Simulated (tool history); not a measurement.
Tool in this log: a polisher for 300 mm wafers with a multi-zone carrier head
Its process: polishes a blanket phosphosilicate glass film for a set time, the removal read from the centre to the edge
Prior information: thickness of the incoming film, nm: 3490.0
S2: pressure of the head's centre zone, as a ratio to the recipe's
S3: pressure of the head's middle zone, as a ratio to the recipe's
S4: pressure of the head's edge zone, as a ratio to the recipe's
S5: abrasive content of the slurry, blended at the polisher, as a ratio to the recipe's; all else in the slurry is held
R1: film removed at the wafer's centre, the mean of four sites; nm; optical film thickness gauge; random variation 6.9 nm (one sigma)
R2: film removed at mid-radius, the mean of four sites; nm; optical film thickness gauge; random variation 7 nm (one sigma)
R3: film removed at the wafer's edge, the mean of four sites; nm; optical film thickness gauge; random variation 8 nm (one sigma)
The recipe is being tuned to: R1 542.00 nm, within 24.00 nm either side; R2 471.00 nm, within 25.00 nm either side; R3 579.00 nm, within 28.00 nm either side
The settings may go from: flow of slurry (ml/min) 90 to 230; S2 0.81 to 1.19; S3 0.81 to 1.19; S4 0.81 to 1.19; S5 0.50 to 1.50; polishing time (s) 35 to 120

run 1 day=0.000 | flow_of_slurry_(ml/min)=150 S2=1.00 S3=1.00 S4=1.00 S5=1.00 polishing_time_(s)=77 | R1=685.40 R2=693.68 R3=716.55
run 2 day=0.262 | flow_of_slurry_(ml/min)=150 S2=1.00 S3=1.00 S4=1.00 S5=0.90 polishing_time_(s)=77 | R1=653.48 R2=673.95 R3=661.63
run 3 day=0.604 | flow_of_slurry_(ml/min)=145 S2=1.00 S3=0.97 S4=1.02 S5=0.90 polishing_time_(s)=76 | R1=646.50 R2=625.12 R3=663.06
run 4 day=0.704 | flow_of_slurry_(ml/min)=140 S2=0.99 S3=0.95 S4=1.02 S5=0.90 polishing_time_(s)=76 | R1=630.87 R2=633.49 R3=659.18
run 5 day=0.871 | flow_of_slurry_(ml/min)=140 S2=0.99 S3=0.95 S4=0.94 S5=0.90 polishing_time_(s)=76 | R1=645.96 R2=621.58 R3=615.95
run 6 day=1.221 | flow_of_slurry_(ml/min)=140 S2=0.99 S3=0.89 S4=0.94 S5=0.90 polishing_time_(s)=76 | R1=626.70 R2=578.29 R3=632.85
run 7 day=1.417 | flow_of_slurry_(ml/min)=140 S2=0.99 S3=0.88 S4=0.95 S5=0.85 polishing_time_(s)=75 | R1=605.65 R2=562.73 R3=605.86
run 8 day=1.488 | flow_of_slurry_(ml/min)=140 S2=1.00 S3=0.87 S4=0.97 S5=0.85 polishing_time_(s)=74 | R1=588.50 R2=528.50 R3=593.45
run 9 day=1.850 | flow_of_slurry_(ml/min)=140 S2=1.00 S3=0.86 S4=0.98 S5=0.85 polishing_time_(s)=74 | R1=604.31 R2=534.59 R3=610.86
run 10 day=1.975 | flow_of_slurry_(ml/min)=140 S2=1.00 S3=0.85 S4=0.99 S5=0.85 polishing_time_(s)=74 | R1=615.73 R2=516.93 R3=610.38
run 11 day=2.262 | flow_of_slurry_(ml/min)=140 S2=1.00 S3=0.85 S4=0.99 S5=0.85 polishing_time_(s)=74 | R1=598.03 R2=533.36 R3=617.98
run 12 day=2.496 | flow_of_slurry_(ml/min)=140 S2=1.00 S3=0.84 S4=1.00 S5=0.85 polishing_time_(s)=74 | R1=610.11 R2=523.48 R3=618.76
run 13 day=2.804 | flow_of_slurry_(ml/min)=135 S2=1.00 S3=0.84 S4=1.01 S5=0.85 polishing_time_(s)=74 | R1=609.94 R2=521.45 R3=614.73

Exercise: of the 5 proposed moves below, exactly one satisfies all targets within the stated allowed misses. Which move is it?
run A day=3.112 | flow_of_slurry_(ml/min)=110 S2=1.19 S3=0.89 S4=0.97 S5=0.80 polishing_time_(s)=80 | R1=? R2=? R3=?
run B day=3.112 | flow_of_slurry_(ml/min)=180 S2=0.96 S3=0.81 S4=1.04 S5=0.70 polishing_time_(s)=71 | R1=? R2=? R3=?
run C day=3.112 | flow_of_slurry_(ml/min)=120 S2=1.07 S3=0.90 S4=0.99 S5=0.85 polishing_time_(s)=72 | R1=? R2=? R3=?
run D day=3.112 | flow_of_slurry_(ml/min)=120 S2=0.94 S3=0.98 S4=0.99 S5=0.75 polishing_time_(s)=76 | R1=? R2=? R3=?
run E day=3.112 | flow_of_slurry_(ml/min)=110 S2=1.18 S3=0.81 S4=0.97 S5=0.75 polishing_time_(s)=80 | R1=? R2=? R3=?

move=A R1=665.74 R2=541.16 R3=616.81
move=B R1=535.45 R2=461.31 R3=571.28
move=C R1=585.62 R2=516.05 R3=584.44
move=D R1=535.51 R2=552.65 R3=582.01
move=E R1=641.99 R2=486.20 R3=599.35
A: further off than the last run
B: hits every target within its allowed miss
C: an improvement on the last run, though not all results are within tolerance
D: brings the last run's worst result on target, with another outside its allowed miss
E: further off than the last run
Correct choice: B, which meets every target
